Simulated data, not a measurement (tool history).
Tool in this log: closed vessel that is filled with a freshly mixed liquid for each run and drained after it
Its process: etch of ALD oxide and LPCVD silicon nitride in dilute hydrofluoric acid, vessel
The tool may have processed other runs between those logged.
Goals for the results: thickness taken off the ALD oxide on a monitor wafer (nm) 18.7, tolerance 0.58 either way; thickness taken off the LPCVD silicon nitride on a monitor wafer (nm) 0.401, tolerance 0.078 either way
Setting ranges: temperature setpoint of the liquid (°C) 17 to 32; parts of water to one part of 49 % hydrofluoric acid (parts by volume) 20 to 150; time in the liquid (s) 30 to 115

run  hour  temperature setpoint of the liquid (°C)  parts of water to one part of 49 % hydrofluoric acid (parts by volume)  time in the liquid (s)  thickness taken off the ALD oxide on a monitor wafer (nm)  thickness taken off the LPCVD silicon nitride on a monitor wafer (nm)
  1     0                                       24                                                                      85                      60                                                     16.102                                                                0.32798
  2   8.9                                       24                                                                      95                      60                                                     14.457                                                                0.36792
  3  12.7                                       26                                                                      95                      60                                                      15.87                                                                0.42171
  4  20.8                                       26                                                                      95                      45                                                     11.585                                                                0.29285
  5  23.6                                     23.5                                                                      95                      45                                                     10.762                                                                0.22868
  6    30                                       25                                                                      85                      45                                                     12.822                                                                0.28416
  7  35.6                                       26                                                                      75                      45                                                     15.112                                                                0.33982
  8  39.5                                     26.5                                                                      70                      45                                                     16.607                                                                0.42315
  9  40.1                                     26.5                                                                      70                      45                                                     16.711                                                                0.37547

Below are 4 possible settings for the next run. Only one of them brings all results inside the allowed miss of their targets. Which is it?
  A  40.7                                       25                                                                      75                      45                                                          ?                                                                      ?
  B  40.7                                       26                                                                      75                      45                                                          ?                                                                      ?
  C  40.7                                       25                                                                      60                      45                                                          ?                                                                      ?
  D  40.7                                       24                                                                      60                      50                                                          ?                                                                      ?

move  thickness taken off the ALD oxide on a monitor wafer (nm)  thickness taken off the LPCVD silicon nitride on a monitor wafer (nm)
   A                                                     14.298                                                                0.33919
   B                                                     14.879                                                                0.36228
   C                                                     18.231                                                                 0.4226
   D                                                     19.449                                                                0.43918
A: its largest miss is bigger than the last run's
B: its largest miss is bigger than the last run's
C: hits every target within its allowed miss
D: pushes the last run's worst result past its target
So the answer is move C, the one that meets all the targets.

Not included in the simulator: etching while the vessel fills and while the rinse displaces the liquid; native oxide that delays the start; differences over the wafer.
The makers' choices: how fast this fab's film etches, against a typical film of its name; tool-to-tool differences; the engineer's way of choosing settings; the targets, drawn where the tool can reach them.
